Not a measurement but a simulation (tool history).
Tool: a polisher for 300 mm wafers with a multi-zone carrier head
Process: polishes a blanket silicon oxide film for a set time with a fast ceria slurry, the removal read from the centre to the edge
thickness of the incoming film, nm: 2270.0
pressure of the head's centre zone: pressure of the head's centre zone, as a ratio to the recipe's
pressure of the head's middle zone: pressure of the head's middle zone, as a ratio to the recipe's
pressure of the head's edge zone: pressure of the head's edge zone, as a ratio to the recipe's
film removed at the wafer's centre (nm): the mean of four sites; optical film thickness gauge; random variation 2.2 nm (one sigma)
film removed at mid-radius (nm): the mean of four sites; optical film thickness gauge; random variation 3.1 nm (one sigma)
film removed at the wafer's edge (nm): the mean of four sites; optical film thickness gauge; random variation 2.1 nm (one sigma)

run,hour,flow of slurry (ml/min),pressure of the head's centre zone,pressure of the head's middle zone,pressure of the head's edge zone,polishing time (s),film removed at the wafer's centre (nm),film removed at mid-radius (nm),film removed at the wafer's edge (nm)
1,0,315,1,1,1,38,467.32,476.05,462.61
2,3.9,270,1,1,1,38,453.22,468.8,460.21
3,12.1,270,1,1.07,1,38,454.29,492.49,453.94
4,21,270,1,1.07,1.04,38,455.18,491.51,460.71
5,23.9,285,1.01,1.05,1.03,36,440.34,464.7,443.18
6,26.2,285,1.07,1.05,1.03,36,463.62,450.85,443.77
7,35.1,290,1.07,1.03,1.01,34,438.8,424.47,414.45
8,42.5,265,1.05,0.93,0.91,26,323.11,302.99,302.06
9,48.7,275,1.06,0.93,0.92,26,331.5,305.36,303.92

The next listed run, before its measurement:
10,49.9,285,1.06,0.93,0.93,26,?,?,?

film removed at the wafer's centre (nm): 326.32
film removed at mid-radius (nm): 297.02
film removed at the wafer's edge (nm): 305.56

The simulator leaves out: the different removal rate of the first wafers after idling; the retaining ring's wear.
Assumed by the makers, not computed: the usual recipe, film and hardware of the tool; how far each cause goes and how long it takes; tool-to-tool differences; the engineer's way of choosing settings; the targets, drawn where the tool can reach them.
